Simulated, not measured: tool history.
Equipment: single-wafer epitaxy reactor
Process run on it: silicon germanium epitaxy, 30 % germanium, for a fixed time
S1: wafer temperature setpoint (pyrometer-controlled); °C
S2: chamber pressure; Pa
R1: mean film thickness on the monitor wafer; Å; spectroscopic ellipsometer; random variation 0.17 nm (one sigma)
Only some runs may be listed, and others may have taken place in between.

| run | hour | S1 | S2 | R1 |
|---|---|---|---|---|
| 1 | 0.0 | 595 | 3146 | 529.51 |
| 2 | 6.3 | 587 | 3146 | 462.97 |
| 3 | 12.2 | 587 | 3440 | 482.79 |
| 4 | 14.4 | 583 | 3440 | 449.29 |
| 5 | 18.4 | 577 | 3440 | 406.92 |
| 6 | 26.7 | 583 | 3440 | 449.61 |
| 7 | 28.2 | 588 | 3453 | 486.87 |

Forecast run 8:
| 8 | 37.1 | 592 | 3453 | ? |

For run 8 the tool returned R1 524.63 Å.

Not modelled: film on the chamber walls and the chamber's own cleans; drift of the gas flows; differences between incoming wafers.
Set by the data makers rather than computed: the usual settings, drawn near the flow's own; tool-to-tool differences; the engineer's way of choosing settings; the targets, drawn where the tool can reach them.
